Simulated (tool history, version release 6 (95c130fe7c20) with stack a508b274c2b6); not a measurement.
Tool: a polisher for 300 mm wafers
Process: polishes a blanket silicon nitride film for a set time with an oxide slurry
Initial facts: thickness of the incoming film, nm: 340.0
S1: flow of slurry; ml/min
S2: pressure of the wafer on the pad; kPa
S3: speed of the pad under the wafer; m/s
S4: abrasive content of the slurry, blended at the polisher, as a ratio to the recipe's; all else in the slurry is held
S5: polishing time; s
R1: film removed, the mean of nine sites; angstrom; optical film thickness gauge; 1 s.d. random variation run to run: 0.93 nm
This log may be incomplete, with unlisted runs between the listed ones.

run 1 hour=0 | S1=225 S2=31 S3=1.4 S4=1 S5=42 | R1=517.03
run 2 hour=1.5 | S1=225 S2=34.5 S3=1.42 S4=1 S5=42 | R1=581.83
run 3 hour=3 | S1=190 S2=34.5 S3=1.42 S4=1 S5=42 | R1=574.06
run 4 hour=3.8 | S1=190 S2=34.5 S3=1.42 S4=1.1 S5=42 | R1=592.38
run 5 hour=8.6 | S1=190 S2=34.5 S3=1.42 S4=1.1 S5=42 | R1=589.09
run 6 hour=14.3 | S1=190 S2=34.5 S3=1.42 S4=1.1 S5=37 | R1=509.7

Run 7 is up next; what results do you expect?
run 7 hour=20.9 | S1=190 S2=34.5 S3=1.42 S4=1.1 S5=37 | R1=?

{"run 7": {"R1": 515.1}}
